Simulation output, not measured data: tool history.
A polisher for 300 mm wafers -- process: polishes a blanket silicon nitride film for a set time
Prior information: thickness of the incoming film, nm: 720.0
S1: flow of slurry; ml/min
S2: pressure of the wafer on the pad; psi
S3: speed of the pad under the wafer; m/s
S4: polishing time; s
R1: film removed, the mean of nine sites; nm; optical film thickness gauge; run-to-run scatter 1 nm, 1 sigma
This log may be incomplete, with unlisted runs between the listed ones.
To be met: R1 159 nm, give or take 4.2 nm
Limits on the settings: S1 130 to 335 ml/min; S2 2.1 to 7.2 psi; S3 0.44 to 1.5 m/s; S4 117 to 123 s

Run 1, hour 0: S1 215 ml/min, S2 4.6 psi, S3 0.96 m/s, S4 117 s. Result: R1 296.17 nm.
Run 2, hour 4: S1 215 ml/min, S2 4.6 psi, S3 1.1 m/s, S4 117 s. Result: R1 328.26 nm.
Run 3, hour 6.8: S1 215 ml/min, S2 4.6 psi, S3 1.22 m/s, S4 117 s. Result: R1 353.33 nm.
Run 4, hour 9.3: S1 215 ml/min, S2 4.6 psi, S3 1.42 m/s, S4 117 s. Result: R1 400.68 nm.
Run 5, hour 12.6: S1 215 ml/min, S2 4.6 psi, S3 1.26 m/s, S4 117 s. Result: R1 363.16 nm.
Run 6, hour 16.9: S1 210 ml/min, S2 4.2 psi, S3 1.2 m/s, S4 117 s. Result: R1 324.31 nm.
Run 7, hour 20.6: S1 205 ml/min, S2 3.8 psi, S3 1.12 m/s, S4 117 s. Result: R1 273.89 nm.
At hour 23.5: head pressure recalibrated.
Run 8, hour 23.5: S1 200 ml/min, S2 3.5 psi, S3 1.08 m/s, S4 117 s. Result: R1 228.83 nm.
Run 9, hour 26.3: S1 190 ml/min, S2 3.3 psi, S3 1.08 m/s, S4 117 s. Result: R1 213.45 nm.
Run 10, hour 34.4: S1 180 ml/min, S2 3.2 psi, S3 1.08 m/s, S4 117 s. Result: R1 206.13 nm.
Run 11, hour 35.1: S1 155 ml/min, S2 2.1 psi, S3 1.08 m/s, S4 117 s. Result: R1 135.47 nm.
Run 12, hour 40.1: S1 165 ml/min, S2 2.1 psi, S3 1.08 m/s, S4 117 s. Result: R1 135.18 nm.
Run 13, hour 40.9: S1 170 ml/min, S2 3 psi, S3 1.08 m/s, S4 117 s. Result: R1 193.71 nm.
Run 14, hour 45.8: S1 170 ml/min, S2 2.9 psi, S3 1.08 m/s, S4 117 s. Result: R1 186.42 nm.
Run 15, hour 46.5: S1 170 ml/min, S2 2.9 psi, S3 1.08 m/s, S4 117 s. Result: R1 184.66 nm.
Run 16, hour 49.6: S1 170 ml/min, S2 2.8 psi, S3 1.08 m/s, S4 117 s. Result: R1 179.22 nm.
Run 17, hour 50.9: S1 170 ml/min, S2 2.7 psi, S3 1.08 m/s, S4 117 s. Result: R1 173.07 nm.
Run 18, hour 52.8: S1 165 ml/min, S2 2.7 psi, S3 1.08 m/s, S4 117 s. Result: R1 172.21 nm.
Run 19, hour 55.1: S1 165 ml/min, S2 2.6 psi, S3 1.08 m/s, S4 117 s. Result: R1 164.75 nm.
Run 20, hour 57.5: S1 160 ml/min, S2 2.6 psi, S3 1.08 m/s, S4 117 s. Result: R1 166.97 nm.

Pick the move, out of 4, that brings all results within their allowed miss; only one does.
Run A, hour 59.9: S1 200 ml/min, S2 2.2 psi, S3 1.28 m/s, S4 119 s. Result: R1 ?.
Run B, hour 59.9: S1 130 ml/min, S2 2.4 psi, S3 1.18 m/s, S4 117 s. Result: R1 ?.
Run C, hour 59.9: S1 200 ml/min, S2 2.5 psi, S3 1.08 m/s, S4 119 s. Result: R1 ?.
Run D, hour 59.9: S1 130 ml/min, S2 2.2 psi, S3 1.2 m/s, S4 118 s. Result: R1 ?.

move      R1
   A  172.38
   B  158.64
   C  169.74
   D   149.4
A: moves away from the targets compared with the last run
B: all results in spec
C: moves away from the targets compared with the last run
D: the result that was furthest off in the last run now lies on the other side of its target
Correct choice: B, which meets every target

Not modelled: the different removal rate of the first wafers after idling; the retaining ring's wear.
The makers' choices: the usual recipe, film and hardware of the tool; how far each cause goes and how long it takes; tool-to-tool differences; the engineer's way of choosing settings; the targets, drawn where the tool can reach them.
